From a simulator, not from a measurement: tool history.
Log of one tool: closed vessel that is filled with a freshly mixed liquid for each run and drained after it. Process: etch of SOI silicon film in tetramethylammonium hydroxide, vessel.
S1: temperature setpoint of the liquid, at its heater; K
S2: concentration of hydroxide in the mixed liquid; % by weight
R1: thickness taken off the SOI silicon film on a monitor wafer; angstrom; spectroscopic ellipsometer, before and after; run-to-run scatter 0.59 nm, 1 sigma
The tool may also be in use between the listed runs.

{"run": 1, "hour": 0.0, "S1": 332.15, "S2": 10, "time in the liquid (s)": 30, "R1": 1235.6}
{"run": 2, "hour": 2.6, "S1": 332.15, "S2": 8.5, "time in the liquid (s)": 30, "R1": 1316.2}
{"run": 3, "hour": 11.7, "S1": 332.65, "S2": 8.5, "time in the liquid (s)": 30, "R1": 1358.8}
{"run": 4, "hour": 16.6, "S1": 333.15, "S2": 8.5, "time in the liquid (s)": 30, "R1": 1402.3}
{"run": 5, "hour": 23.6, "S1": 333.15, "S2": 7.5, "time in the liquid (s)": 30, "R1": 1459.6}
{"run": 6, "hour": 26.4, "S1": 333.65, "S2": 7.5, "time in the liquid (s)": 30, "R1": 1504.4}
{"run": 7, "hour": 27.8, "S1": 333.65, "S2": 7.5, "time in the liquid (s)": 30, "R1": 1502.8}

Run 8 is up next; what results do you expect?
{"run": 8, "hour": 32.0, "S1": 334.15, "S2": 7.5, "time in the liquid (s)": 30, "R1": "?"}

Run 8 produced R1 1554.8 angstrom.

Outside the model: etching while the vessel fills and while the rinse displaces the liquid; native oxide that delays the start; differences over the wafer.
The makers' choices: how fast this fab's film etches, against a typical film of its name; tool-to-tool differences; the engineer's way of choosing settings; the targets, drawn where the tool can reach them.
